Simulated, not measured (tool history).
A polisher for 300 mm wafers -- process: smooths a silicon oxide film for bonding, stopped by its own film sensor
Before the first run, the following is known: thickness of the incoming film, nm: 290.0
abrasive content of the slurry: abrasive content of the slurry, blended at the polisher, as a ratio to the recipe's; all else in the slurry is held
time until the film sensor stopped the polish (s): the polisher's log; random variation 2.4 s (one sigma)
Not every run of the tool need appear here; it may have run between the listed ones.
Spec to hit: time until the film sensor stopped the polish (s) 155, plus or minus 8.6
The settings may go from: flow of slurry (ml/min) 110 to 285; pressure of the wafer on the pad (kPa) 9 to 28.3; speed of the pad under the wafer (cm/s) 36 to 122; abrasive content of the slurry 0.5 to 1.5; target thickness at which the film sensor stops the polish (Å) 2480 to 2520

| run | hour | flow of slurry (ml/min) | pressure of the wafer on the pad (kPa) | speed of the pad under the wafer (cm/s) | abrasive content of the slurry | target thickness at which the film sensor stops the polish (Å) | time until the film sensor stopped the polish (s) |
|---|---|---|---|---|---|---|---|
| 1 | 0 | 180 | 18.6 | 78 | 1 | 2480 | 57.481 |
| 2 | 3.9 | 180 | 15.9 | 78 | 1 | 2480 | 68.079 |
| 3 | 6.5 | 180 | 13.8 | 68 | 0.95 | 2480 | 88.168 |
| 4 | 8.7 | 180 | 17.9 | 68 | 0.95 | 2480 | 70.629 |
| 5 | 10 | 180 | 17.9 | 68 | 0.95 | 2480 | 68.141 |
| 6 | 14.9 | 180 | 17.9 | 58 | 0.95 | 2480 | 76.578 |
| 7 | 18.2 | 180 | 15.9 | 54 | 0.95 | 2480 | 92.128 |
| 8 | 24.2 | 180 | 13.8 | 52 | 0.95 | 2480 | 108.39 |
| 9 | 31 | 180 | 12.4 | 50 | 0.95 | 2480 | 125.17 |
| 10 | 34.6 | 180 | 11.7 | 50 | 0.95 | 2480 | 130.15 |
| 11 | 36.2 | 180 | 11 | 50 | 0.95 | 2480 | 141.47 |

Next run, 5 choices. One meets every target within its allowed miss, the rest don't. Which?
| A | 37.8 | 165 | 10.3 | 54 | 0.9 | 2520 | ? |
| B | 37.8 | 165 | 9 | 48 | 0.9 | 2490 | ? |
| C | 37.8 | 205 | 13.1 | 48 | 0.75 | 2500 | ? |
| D | 37.8 | 190 | 10.3 | 56 | 0.75 | 2520 | ? |
| E | 37.8 | 165 | 11.7 | 44 | 0.85 | 2480 | ? |

| move | time until the film sensor stopped the polish (s) |
|---|---|
| A | 131.57 |
| B | 178.54 |
| C | 128.43 |
| D | 136.59 |
| E | 156.3 |
A: lands further from the targets than the last run did
B: takes the biggest miss from the last run beyond its target
C: lands further from the targets than the last run did
D: lands further from the targets than the last run did
E: in spec on every target
E meets every target.
